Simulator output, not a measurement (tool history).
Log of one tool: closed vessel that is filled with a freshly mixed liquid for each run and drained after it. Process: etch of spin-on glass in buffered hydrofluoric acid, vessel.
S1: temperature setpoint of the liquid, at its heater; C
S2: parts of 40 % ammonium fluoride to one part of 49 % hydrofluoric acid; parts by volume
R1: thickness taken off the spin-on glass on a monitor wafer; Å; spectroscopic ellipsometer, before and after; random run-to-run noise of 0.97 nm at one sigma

run 1 day=0.000 | S1=22.0 S2=16.0 time_in_the_liquid_(s)=90 | R1=2510.3
run 2 day=0.362 | S1=22.0 S2=16.0 time_in_the_liquid_(s)=100 | R1=2773.2
run 3 day=0.488 | S1=22.0 S2=16.0 time_in_the_liquid_(s)=100 | R1=2814.4
run 4 day=0.783 | S1=20.5 S2=18.5 time_in_the_liquid_(s)=100 | R1=2234.8
-- day=0.850 thermometer replaced
run 5 day=0.850 | S1=19.5 S2=20.0 time_in_the_liquid_(s)=100 | R1=1835.7
run 6 day=1.121 | S1=18.5 S2=20.5 time_in_the_liquid_(s)=100 | R1=1710.0
run 7 day=1.192 | S1=18.0 S2=21.0 time_in_the_liquid_(s)=100 | R1=1623.6
run 8 day=1.254 | S1=17.5 S2=21.5 time_in_the_liquid_(s)=100 | R1=1559.6
run 9 day=1.421 | S1=17.5 S2=22.0 time_in_the_liquid_(s)=100 | R1=1530.6
run 10 day=1.583 | S1=17.5 S2=22.5 time_in_the_liquid_(s)=100 | R1=1508.9
run 11 day=1.717 | S1=17.5 S2=22.5 time_in_the_liquid_(s)=100 | R1=1502.3
run 12 day=1.775 | S1=17.5 S2=23.0 time_in_the_liquid_(s)=100 | R1=1498.6
run 13 day=1.858 | S1=17.5 S2=23.5 time_in_the_liquid_(s)=100 | R1=1443.7

The next listed run, before its measurement:
run 14 day=2.238 | S1=17.0 S2=23.5 time_in_the_liquid_(s)=100 | R1=?

R1: 1442.0 Å

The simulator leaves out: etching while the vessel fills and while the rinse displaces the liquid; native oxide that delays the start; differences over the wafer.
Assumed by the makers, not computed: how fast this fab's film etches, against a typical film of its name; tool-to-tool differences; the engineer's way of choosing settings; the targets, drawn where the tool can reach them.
